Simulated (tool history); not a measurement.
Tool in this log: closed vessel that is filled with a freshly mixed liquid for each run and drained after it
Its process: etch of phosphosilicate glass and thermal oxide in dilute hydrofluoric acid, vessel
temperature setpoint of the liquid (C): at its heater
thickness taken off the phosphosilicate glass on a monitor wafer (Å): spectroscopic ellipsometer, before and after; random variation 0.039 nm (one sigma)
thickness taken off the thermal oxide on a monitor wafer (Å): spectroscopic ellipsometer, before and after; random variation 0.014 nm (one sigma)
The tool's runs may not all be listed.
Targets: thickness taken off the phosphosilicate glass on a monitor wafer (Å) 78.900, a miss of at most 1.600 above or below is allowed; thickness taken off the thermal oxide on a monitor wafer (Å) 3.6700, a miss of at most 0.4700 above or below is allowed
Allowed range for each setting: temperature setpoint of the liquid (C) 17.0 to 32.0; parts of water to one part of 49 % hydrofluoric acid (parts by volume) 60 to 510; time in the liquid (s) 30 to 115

run,day,temperature setpoint of the liquid (C),parts of water to one part of 49 % hydrofluoric acid (parts by volume),time in the liquid (s),thickness taken off the phosphosilicate glass on a monitor wafer (Å),thickness taken off the thermal oxide on a monitor wafer (Å)
1,0.000,24.0,285,60,183.560,8.5403
2,0.350,24.0,285,40,120.660,5.6171
3,0.388,22.5,295,40,110.650,5.1894
4,0.658,21.0,305,40,98.971,4.5905
5,1.000,20.0,310,40,94.214,4.4060
6,1.358,19.5,315,40,91.421,4.2899
7,1.538,19.0,320,40,87.880,4.3082
8,1.742,18.5,325,40,83.896,3.8397
9,1.788,18.0,325,40,82.925,3.9786

4 candidate next runs follow, results not yet known. Just one meets every target within its allowed miss. Identify it.
A,1.833,18.0,335,40,?,?
B,1.833,32.0,370,30,?,?
C,1.833,20.5,280,30,?,?
D,1.833,25.0,355,35,?,?

move,thickness taken off the phosphosilicate glass on a monitor wafer (Å),thickness taken off the thermal oxide on a monitor wafer (Å)
A,79.655,3.6843
B,83.401,3.8576
C,82.201,3.8021
D,82.537,3.8176
A: meets every target
B: moves away from the targets compared with the last run
C: an improvement on the last run, though not all results are within tolerance
D: an improvement on the last run, though not all results are within tolerance
A meets every target.
